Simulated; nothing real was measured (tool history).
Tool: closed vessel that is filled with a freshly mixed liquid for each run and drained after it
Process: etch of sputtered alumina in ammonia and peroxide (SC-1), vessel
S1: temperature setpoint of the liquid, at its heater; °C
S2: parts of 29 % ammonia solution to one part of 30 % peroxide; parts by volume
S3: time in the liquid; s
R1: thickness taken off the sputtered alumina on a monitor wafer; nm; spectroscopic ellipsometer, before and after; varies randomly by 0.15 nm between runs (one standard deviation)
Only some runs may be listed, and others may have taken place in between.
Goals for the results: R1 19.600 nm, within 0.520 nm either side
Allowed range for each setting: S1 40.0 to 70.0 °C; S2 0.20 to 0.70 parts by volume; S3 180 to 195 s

| run | hour | S1 | S2 | S3 | R1 |
|---|---|---|---|---|---|
| 1 | 0.0 | 56.0 | 0.40 | 180 | 16.972 |
| 2 | 4.8 | 52.5 | 0.40 | 180 | 13.958 |
| 3 | 11.6 | 54.0 | 0.40 | 180 | 15.283 |
| 4 | 13.4 | 55.0 | 0.40 | 180 | 16.102 |
| 5 | 19.2 | 55.0 | 0.50 | 180 | 16.459 |
| 6 | 25.2 | 55.5 | 0.50 | 180 | 16.725 |
| 7 | 29.3 | 56.0 | 0.50 | 180 | 17.437 |
| 8 | 32.9 | 56.5 | 0.50 | 180 | 17.943 |
| 9 | 37.0 | 57.0 | 0.50 | 180 | 18.368 |

Exactly one of the 4 candidate moves below puts every result within its allowed miss. Which one?
| A | 41.1 | 57.0 | 0.60 | 180 | ? |
| B | 41.1 | 57.0 | 0.45 | 195 | ? |
| C | 41.1 | 56.5 | 0.45 | 190 | ? |
| D | 41.1 | 57.0 | 0.65 | 180 | ? |

| move | R1 |
|---|---|
| A | 18.684 |
| B | 19.696 |
| C | 18.694 |
| D | 18.826 |
A: nearer than the last run, and not there yet
B: all results land within tolerance of their targets
C: nearer than the last run, and not there yet
D: nearer than the last run, and not there yet
Move B is the one to make.
